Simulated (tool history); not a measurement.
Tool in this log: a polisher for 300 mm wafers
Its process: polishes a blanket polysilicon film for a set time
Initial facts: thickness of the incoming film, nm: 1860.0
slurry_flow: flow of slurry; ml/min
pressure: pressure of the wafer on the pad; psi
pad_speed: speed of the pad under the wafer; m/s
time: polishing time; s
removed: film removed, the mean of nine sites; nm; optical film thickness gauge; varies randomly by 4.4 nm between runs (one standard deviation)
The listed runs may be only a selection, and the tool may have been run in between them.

run	hour	slurry_flow	pressure	pad_speed	time	removed
1	0	185	3.3	0.8	60	451.88
2	7.6	185	3.3	0.8	55	408.35
3	11.9	185	3.6	0.8	55	444.49
4	14.1	200	3.9	0.8	55	481.23
5	22.8	200	4	0.8	55	492.27
6	31.7	200	3.2	0.8	55	395.33

What will run 7 give?
7	36.1	200	3.3	0.8	55	?

removed: 414.78 nm
